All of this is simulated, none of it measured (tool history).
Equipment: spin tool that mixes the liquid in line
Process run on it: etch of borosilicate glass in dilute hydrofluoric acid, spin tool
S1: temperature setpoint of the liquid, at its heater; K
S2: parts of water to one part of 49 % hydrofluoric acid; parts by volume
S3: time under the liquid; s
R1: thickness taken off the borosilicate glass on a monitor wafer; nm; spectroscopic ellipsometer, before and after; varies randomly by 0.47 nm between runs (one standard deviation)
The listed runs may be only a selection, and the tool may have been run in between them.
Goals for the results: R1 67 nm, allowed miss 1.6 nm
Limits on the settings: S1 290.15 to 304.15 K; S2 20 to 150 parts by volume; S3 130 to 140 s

run	hour	S1	S2	S3	R1
1	0	296.15	85	130	35.688
2	6.2	297.65	80	130	39.416
3	15.2	297.65	80	130	39.906
4	19.8	299.15	75	130	45.3
5	28.4	299.15	75	130	45.134
6	29.2	300.15	70	130	50.685
7	30.3	304.15	60	130	69.895
8	31.6	303.65	60	130	69.281
# hour 35.3: hydrofluoric acid flow meter replaced
9	35.3	303.15	60	130	76.298
10	40.9	302.65	60	130	75.036
11	48.1	301.65	60	130	71.617
12	50.2	301.15	60	130	70.671

Consider the 4 candidate settings below. Which is the only one whose results all fall within their allowed miss of target?
A	52.3	300.15	65	140	?
B	52.3	301.65	65	140	?
C	52.3	302.15	65	135	?
D	52.3	301.65	60	130	?

move	R1
A	67
B	71.081
C	69.896
D	72.026
A: all results in spec
B: further off than the last run
C: closer than the last run, but not yet in spec
D: further off than the last run
So the answer is move A, the one that meets all the targets.

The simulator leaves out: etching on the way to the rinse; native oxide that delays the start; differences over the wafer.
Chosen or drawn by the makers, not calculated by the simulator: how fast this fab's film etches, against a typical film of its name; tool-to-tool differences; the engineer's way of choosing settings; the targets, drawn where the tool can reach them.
